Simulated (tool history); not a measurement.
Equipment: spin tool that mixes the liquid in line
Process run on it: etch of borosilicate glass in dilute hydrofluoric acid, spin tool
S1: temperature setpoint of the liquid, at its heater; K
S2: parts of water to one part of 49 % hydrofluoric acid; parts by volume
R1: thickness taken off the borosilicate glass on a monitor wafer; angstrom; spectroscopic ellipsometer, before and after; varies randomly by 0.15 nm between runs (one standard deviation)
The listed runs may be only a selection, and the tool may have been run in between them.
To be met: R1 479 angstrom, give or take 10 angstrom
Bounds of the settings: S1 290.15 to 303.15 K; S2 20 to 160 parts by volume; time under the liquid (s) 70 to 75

Run 1, hour 0: S1 295.15 K, S2 90 parts by volume, time under the liquid (s) 70. Result: R1 280.86 angstrom.
Run 2, hour 1.1: S1 297.65 K, S2 85 parts by volume, time under the liquid (s) 70. Result: R1 329.89 angstrom.
Run 3, hour 8.9: S1 299.15 K, S2 80 parts by volume, time under the liquid (s) 70. Result: R1 376.44 angstrom.
Run 4, hour 17.6: S1 300.65 K, S2 80 parts by volume, time under the liquid (s) 70. Result: R1 396.05 angstrom.
Run 5, hour 22.6: S1 300.65 K, S2 80 parts by volume, time under the liquid (s) 75. Result: R1 428.56 angstrom.
Run 6, hour 27.9: S1 299.15 K, S2 80 parts by volume, time under the liquid (s) 75. Result: R1 400.5 angstrom.
Run 7, hour 31.7: S1 300.65 K, S2 80 parts by volume, time under the liquid (s) 75. Result: R1 427.1 angstrom.
Run 8, hour 35.4: S1 301.65 K, S2 80 parts by volume, time under the liquid (s) 75. Result: R1 443.94 angstrom.
Run 9, hour 37.4: S1 301.65 K, S2 80 parts by volume, time under the liquid (s) 75. Result: R1 444.06 angstrom.

Exercise: of the 4 proposed moves below, exactly one satisfies all targets within the stated allowed misses. Which move is it?
Run A, hour 39.4: S1 299.15 K, S2 75 parts by volume, time under the liquid (s) 70. Result: R1 ?.
Run B, hour 39.4: S1 299.65 K, S2 70 parts by volume, time under the liquid (s) 75. Result: R1 ?.
Run C, hour 39.4: S1 302.15 K, S2 85 parts by volume, time under the liquid (s) 75. Result: R1 ?.
Run D, hour 39.4: S1 303.15 K, S2 70 parts by volume, time under the liquid (s) 70. Result: R1 ?.

move      R1
   A  403.76
   B     476
   C  423.22
   D   509.4
A: lands further from the targets than the last run did
B: each result inside its tolerance
C: lands further from the targets than the last run did
D: takes the biggest miss from the last run beyond its target
The move that meets every target is B.
